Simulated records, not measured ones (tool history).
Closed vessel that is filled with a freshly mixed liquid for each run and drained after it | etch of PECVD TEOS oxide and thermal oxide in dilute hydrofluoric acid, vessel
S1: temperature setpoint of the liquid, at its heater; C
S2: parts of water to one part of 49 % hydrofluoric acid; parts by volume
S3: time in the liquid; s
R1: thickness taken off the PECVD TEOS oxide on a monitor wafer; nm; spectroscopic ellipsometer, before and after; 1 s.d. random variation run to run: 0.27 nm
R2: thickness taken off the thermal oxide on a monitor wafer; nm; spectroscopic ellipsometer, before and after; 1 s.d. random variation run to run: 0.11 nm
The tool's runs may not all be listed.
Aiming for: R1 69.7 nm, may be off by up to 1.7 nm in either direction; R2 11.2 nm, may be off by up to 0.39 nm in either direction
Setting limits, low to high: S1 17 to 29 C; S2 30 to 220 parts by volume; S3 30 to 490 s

| run | day | S1 | S2 | S3 | R1 | R2 |
|---|---|---|---|---|---|---|
| 1 | 0 | 21 | 125 | 250 | 60.141 | 9.7637 |
| 2 | 0.296 | 22 | 125 | 250 | 63.124 | 10.153 |
| 3 | 0.658 | 22 | 125 | 175 | 44.023 | 7.2281 |
| 4 | 0.996 | 24 | 120 | 175 | 50.393 | 8.0789 |
| 5 | 1.204 | 24 | 150 | 175 | 38.809 | 6.3441 |
| 6 | 1.267 | 24 | 180 | 175 | 31.203 | 5.0643 |
| 7 | 1.608 | 25.5 | 160 | 175 | 38.08 | 6.233 |
| 8 | 1.758 | 25.5 | 160 | 175 | 37.915 | 6.1237 |
| 9 | 1.85 | 26.5 | 145 | 175 | 44.566 | 7.0471 |
| 10 | 1.979 | 26.5 | 130 | 175 | 50.312 | 8.2133 |
| 11 | 2.179 | 27 | 120 | 175 | 56.168 | 8.9548 |
| 12 | 2.279 | 27.5 | 115 | 175 | 60.105 | 9.6477 |
| 13 | 2.608 | 28 | 110 | 175 | 64.311 | 10.346 |
| 14 | 2.908 | 28.5 | 110 | 175 | 65.509 | 10.852 |

Consider the 4 candidate settings below. Which is the only one whose results all fall within their allowed miss of target?
| A | 3.208 | 27.5 | 125 | 225 | ? | ? |
| B | 3.208 | 21 | 115 | 240 | ? | ? |
| C | 3.208 | 17 | 140 | 365 | ? | ? |
| D | 3.208 | 20.5 | 115 | 255 | ? | ? |

| move | R1 | R2 |
|---|---|---|
| A | 70.713 | 11.235 |
| B | 64.277 | 10.212 |
| C | 66.497 | 10.565 |
| D | 66.922 | 10.632 |
A: every result within its allowed miss
B: lands further from the targets than the last run did
C: closer than the last run, but not yet in spec
D: closer than the last run, but not yet in spec
Go with A: it meets all targets.
